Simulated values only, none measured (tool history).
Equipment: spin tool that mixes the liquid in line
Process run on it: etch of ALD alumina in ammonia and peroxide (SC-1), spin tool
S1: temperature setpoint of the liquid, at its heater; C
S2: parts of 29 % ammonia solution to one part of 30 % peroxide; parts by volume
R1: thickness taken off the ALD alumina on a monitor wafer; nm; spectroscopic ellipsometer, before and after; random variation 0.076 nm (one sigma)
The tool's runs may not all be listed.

{"run": 1, "hour": 0.0, "S1": 53, "S2": 0.5, "time under the liquid (s)": 270, "R1": 15.792}
{"run": 2, "hour": 3.4, "S1": 53, "S2": 0.5, "time under the liquid (s)": 290, "R1": 17.113}
{"run": 3, "hour": 6.3, "S1": 52, "S2": 0.5, "time under the liquid (s)": 290, "R1": 15.94}
{"run": 4, "hour": 8.2, "S1": 52, "S2": 0.5, "time under the liquid (s)": 290, "R1": 16.155}
{"run": 5, "hour": 8.9, "S1": 51, "S2": 0.5, "time under the liquid (s)": 290, "R1": 15.165}
{"run": 6, "hour": 17.0, "S1": 46, "S2": 0.5, "time under the liquid (s)": 290, "R1": 11.405}

Expected results for the next run?
{"run": 7, "hour": 18.8, "S1": 46.5, "S2": 0.5, "time under the liquid (s)": 290, "R1": "?"}

Run 7 yielded R1 11.701 nm.
